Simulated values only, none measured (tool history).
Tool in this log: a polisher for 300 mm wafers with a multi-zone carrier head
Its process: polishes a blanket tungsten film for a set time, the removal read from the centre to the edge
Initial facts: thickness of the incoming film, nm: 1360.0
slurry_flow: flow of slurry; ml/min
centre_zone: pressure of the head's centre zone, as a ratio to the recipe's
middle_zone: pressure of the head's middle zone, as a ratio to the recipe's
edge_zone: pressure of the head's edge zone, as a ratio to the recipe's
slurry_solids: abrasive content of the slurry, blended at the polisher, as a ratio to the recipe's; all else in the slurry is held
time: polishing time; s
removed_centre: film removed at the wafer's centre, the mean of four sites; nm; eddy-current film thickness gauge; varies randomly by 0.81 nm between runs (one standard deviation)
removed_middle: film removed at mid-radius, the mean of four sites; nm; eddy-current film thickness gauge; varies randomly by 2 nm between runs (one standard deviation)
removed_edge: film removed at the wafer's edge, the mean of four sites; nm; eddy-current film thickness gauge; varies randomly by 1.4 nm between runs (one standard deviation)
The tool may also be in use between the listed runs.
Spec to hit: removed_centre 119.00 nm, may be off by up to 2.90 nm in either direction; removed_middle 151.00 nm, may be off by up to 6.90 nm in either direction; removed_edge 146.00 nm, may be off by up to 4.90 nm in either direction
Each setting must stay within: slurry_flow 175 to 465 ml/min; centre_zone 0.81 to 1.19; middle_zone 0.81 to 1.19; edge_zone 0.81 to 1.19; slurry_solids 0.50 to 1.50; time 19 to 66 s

{"run": 1, "hour": 0.0, "slurry_flow": 295, "centre_zone": 1.0, "middle_zone": 1.0, "edge_zone": 1.0, "slurry_solids": 1.0, "time": 42, "removed_centre": 127.47, "removed_middle": 126.83, "removed_edge": 124.15}
{"run": 2, "hour": 3.5, "slurry_flow": 295, "centre_zone": 1.06, "middle_zone": 1.0, "edge_zone": 1.0, "slurry_solids": 1.0, "time": 42, "removed_centre": 133.47, "removed_middle": 122.7, "removed_edge": 122.65}
{"run": 3, "hour": 10.2, "slurry_flow": 295, "centre_zone": 1.14, "middle_zone": 1.0, "edge_zone": 1.0, "slurry_solids": 1.0, "time": 42, "removed_centre": 144.51, "removed_middle": 125.47, "removed_edge": 123.82}
{"run": 4, "hour": 13.2, "slurry_flow": 275, "centre_zone": 1.04, "middle_zone": 1.04, "edge_zone": 1.05, "slurry_solids": 1.15, "time": 42, "removed_centre": 133.78, "removed_middle": 132.72, "removed_edge": 128.95}
{"hour": 15.7, "done": "edge zone pressure recalibrated"}
{"run": 5, "hour": 15.7, "slurry_flow": 275, "centre_zone": 1.04, "middle_zone": 1.04, "edge_zone": 1.05, "slurry_solids": 1.3, "time": 42, "removed_centre": 139.41, "removed_middle": 135.83, "removed_edge": 136.2}
{"run": 6, "hour": 18.1, "slurry_flow": 275, "centre_zone": 1.04, "middle_zone": 1.04, "edge_zone": 1.0, "slurry_solids": 1.3, "time": 42, "removed_centre": 140.46, "removed_middle": 135.34, "removed_edge": 134.76}
{"run": 7, "hour": 19.0, "slurry_flow": 255, "centre_zone": 0.97, "middle_zone": 1.06, "edge_zone": 1.03, "slurry_solids": 1.35, "time": 42, "removed_centre": 131.41, "removed_middle": 138.31, "removed_edge": 135.32}
{"run": 8, "hour": 24.6, "slurry_flow": 255, "centre_zone": 0.97, "middle_zone": 1.06, "edge_zone": 1.03, "slurry_solids": 1.35, "time": 42, "removed_centre": 128.99, "removed_middle": 132.4, "removed_edge": 136.12}
{"run": 9, "hour": 26.1, "slurry_flow": 270, "centre_zone": 0.93, "middle_zone": 1.1, "edge_zone": 1.05, "slurry_solids": 1.35, "time": 43, "removed_centre": 129.12, "removed_middle": 146.05, "removed_edge": 140.19}
{"run": 10, "hour": 33.2, "slurry_flow": 255, "centre_zone": 0.9, "middle_zone": 1.11, "edge_zone": 1.07, "slurry_solids": 1.4, "time": 43, "removed_centre": 123.86, "removed_middle": 142.61, "removed_edge": 143.12}
{"run": 11, "hour": 35.2, "slurry_flow": 255, "centre_zone": 0.89, "middle_zone": 1.13, "edge_zone": 1.08, "slurry_solids": 1.4, "time": 43, "removed_centre": 123.93, "removed_middle": 145.43, "removed_edge": 144.51}
{"run": 12, "hour": 42.7, "slurry_flow": 235, "centre_zone": 0.84, "middle_zone": 1.18, "edge_zone": 1.09, "slurry_solids": 1.4, "time": 43, "removed_centre": 115.9, "removed_middle": 149.75, "removed_edge": 144.51}

Exactly one of the 4 candidate moves below puts every result within its allowed miss. Which one?
{"run": "A", "hour": 50.2, "slurry_flow": 265, "centre_zone": 0.81, "middle_zone": 1.16, "edge_zone": 1.16, "slurry_solids": 1.5, "time": 41, "removed_centre": "?", "removed_middle": "?", "removed_edge": "?"}
{"run": "B", "hour": 50.2, "slurry_flow": 225, "centre_zone": 0.82, "middle_zone": 1.01, "edge_zone": 1.19, "slurry_solids": 1.15, "time": 46, "removed_centre": "?", "removed_middle": "?", "removed_edge": "?"}
{"run": "C", "hour": 50.2, "slurry_flow": 205, "centre_zone": 0.81, "middle_zone": 1.09, "edge_zone": 1.12, "slurry_solids": 1.5, "time": 46, "removed_centre": "?", "removed_middle": "?", "removed_edge": "?"}
{"run": "D", "hour": 50.2, "slurry_flow": 220, "centre_zone": 0.84, "middle_zone": 1.15, "edge_zone": 1.06, "slurry_solids": 1.45, "time": 44, "removed_centre": "?", "removed_middle": "?", "removed_edge": "?"}

move=A removed_centre=110.57 removed_middle=143.29 removed_edge=146.17
move=B removed_centre=114.85 removed_middle=135.12 removed_edge=153.26
move=C removed_centre=120.08 removed_middle=150.10 removed_edge=157.67
move=D removed_centre=119.27 removed_middle=148.50 removed_edge=146.26
A: its largest miss is bigger than the last run's
B: its largest miss is bigger than the last run's
C: gets the furthest-off result to its target, but another result is out of tolerance
D: each result inside its tolerance
D meets every target.
